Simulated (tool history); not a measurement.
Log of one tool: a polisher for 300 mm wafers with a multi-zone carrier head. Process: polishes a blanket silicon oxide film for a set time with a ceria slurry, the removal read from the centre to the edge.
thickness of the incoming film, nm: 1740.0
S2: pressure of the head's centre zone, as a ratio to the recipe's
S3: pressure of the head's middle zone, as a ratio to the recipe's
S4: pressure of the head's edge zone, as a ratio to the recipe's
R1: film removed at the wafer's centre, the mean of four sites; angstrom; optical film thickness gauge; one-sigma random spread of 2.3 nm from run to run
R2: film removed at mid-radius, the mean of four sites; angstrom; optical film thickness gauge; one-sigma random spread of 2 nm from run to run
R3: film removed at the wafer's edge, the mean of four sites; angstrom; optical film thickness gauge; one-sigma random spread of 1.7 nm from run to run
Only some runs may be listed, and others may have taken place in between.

run 1 hour=0 | flow_of_slurry_(ml/min)=165 S2=1 S3=1 S4=1 polishing_time_(s)=80 | R1=3109.6 R2=3110.7 R3=3169.6
run 2 hour=6.3 | flow_of_slurry_(ml/min)=165 S2=1 S3=1 S4=0.92 polishing_time_(s)=80 | R1=3193.2 R2=3092.8 R3=3014.6
run 3 hour=11.8 | flow_of_slurry_(ml/min)=165 S2=1 S3=1 S4=0.89 polishing_time_(s)=80 | R1=3120.4 R2=3083.6 R3=2990.6
run 4 hour=14.2 | flow_of_slurry_(ml/min)=160 S2=0.98 S3=1.01 S4=0.88 polishing_time_(s)=71 | R1=2673.9 R2=2764.5 R3=2613.8
run 5 hour=20.4 | flow_of_slurry_(ml/min)=160 S2=0.98 S3=1.04 S4=0.88 polishing_time_(s)=71 | R1=2694.6 R2=2805.5 R3=2624.3
run 6 hour=28.6 | flow_of_slurry_(ml/min)=155 S2=0.97 S3=1.04 S4=0.87 polishing_time_(s)=65 | R1=2418.9 R2=2548.3 R3=2379.4
run 7 hour=37 | flow_of_slurry_(ml/min)=135 S2=0.89 S3=1.04 S4=0.82 polishing_time_(s)=43 | R1=1434.8 R2=1665.4 R3=1467.6
run 8 hour=43.7 | flow_of_slurry_(ml/min)=150 S2=0.89 S3=1.04 S4=0.84 polishing_time_(s)=43 | R1=1454.4 R2=1680.2 R3=1540
run 9 hour=52 | flow_of_slurry_(ml/min)=160 S2=0.9 S3=1.05 S4=0.84 polishing_time_(s)=43 | R1=1472.5 R2=1754.6 R3=1557.1

Predict the results of run 10:
run 10 hour=53.9 | flow_of_slurry_(ml/min)=170 S2=0.91 S3=1.04 S4=0.85 polishing_time_(s)=43 | R1=? R2=? R3=?

R1: 1522.7 angstrom
R2: 1745 angstrom
R3: 1571.3 angstrom

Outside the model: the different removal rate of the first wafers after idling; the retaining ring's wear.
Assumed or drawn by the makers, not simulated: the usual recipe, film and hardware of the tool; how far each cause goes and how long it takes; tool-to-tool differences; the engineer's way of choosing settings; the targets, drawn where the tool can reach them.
